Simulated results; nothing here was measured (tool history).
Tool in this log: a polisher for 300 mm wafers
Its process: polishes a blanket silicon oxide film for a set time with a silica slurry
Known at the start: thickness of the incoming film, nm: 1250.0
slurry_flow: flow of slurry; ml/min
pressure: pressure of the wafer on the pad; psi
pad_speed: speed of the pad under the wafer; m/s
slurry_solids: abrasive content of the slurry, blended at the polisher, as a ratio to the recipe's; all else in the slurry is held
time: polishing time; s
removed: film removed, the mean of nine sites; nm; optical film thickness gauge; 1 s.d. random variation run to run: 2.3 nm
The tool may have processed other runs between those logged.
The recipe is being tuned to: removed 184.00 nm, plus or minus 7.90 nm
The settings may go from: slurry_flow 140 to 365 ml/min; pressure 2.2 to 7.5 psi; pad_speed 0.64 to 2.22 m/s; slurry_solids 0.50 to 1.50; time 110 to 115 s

run 1 day=0.000 | slurry_flow=235 pressure=4.8 pad_speed=1.42 slurry_solids=1.00 time=110 | removed=474.30
run 2 day=0.038 | slurry_flow=235 pressure=4.3 pad_speed=1.30 slurry_solids=1.00 time=110 | removed=404.55
run 3 day=0.138 | slurry_flow=235 pressure=3.9 pad_speed=1.18 slurry_solids=1.00 time=110 | removed=345.88
run 4 day=0.404 | slurry_flow=235 pressure=3.9 pad_speed=1.18 slurry_solids=0.85 time=110 | removed=320.24
run 5 day=0.562 | slurry_flow=235 pressure=3.9 pad_speed=1.18 slurry_solids=0.85 time=115 | removed=330.33
run 6 day=0.762 | slurry_flow=235 pressure=3.6 pad_speed=1.10 slurry_solids=0.85 time=115 | removed=305.76
run 7 day=0.796 | slurry_flow=235 pressure=2.2 pad_speed=0.70 slurry_solids=0.75 time=114 | removed=145.25
run 8 day=1.038 | slurry_flow=235 pressure=2.4 pad_speed=0.70 slurry_solids=0.75 time=114 | removed=152.72
run 9 day=1.250 | slurry_flow=235 pressure=3.4 pad_speed=0.72 slurry_solids=0.75 time=114 | removed=197.38

Of the 5 settings listed for the next run, only one would bring every result within its allowed miss of target. Which one?
run A day=1.462 | slurry_flow=225 pressure=4.0 pad_speed=0.64 slurry_solids=0.80 time=112 | removed=?
run B day=1.462 | slurry_flow=225 pressure=3.0 pad_speed=0.64 slurry_solids=0.80 time=110 | removed=?
run C day=1.462 | slurry_flow=255 pressure=3.7 pad_speed=0.82 slurry_solids=0.75 time=115 | removed=?
run D day=1.462 | slurry_flow=230 pressure=3.1 pad_speed=0.78 slurry_solids=0.75 time=110 | removed=?
run E day=1.462 | slurry_flow=250 pressure=3.3 pad_speed=0.92 slurry_solids=0.70 time=115 | removed=?

move=A removed=209.41
move=B removed=168.56
move=C removed=236.42
move=D removed=191.17
move=E removed=226.64
A: moves away from the targets compared with the last run
B: pushes the last run's worst result past its target
C: moves away from the targets compared with the last run
D: all results land within tolerance of their targets
E: moves away from the targets compared with the last run
The right move is D.
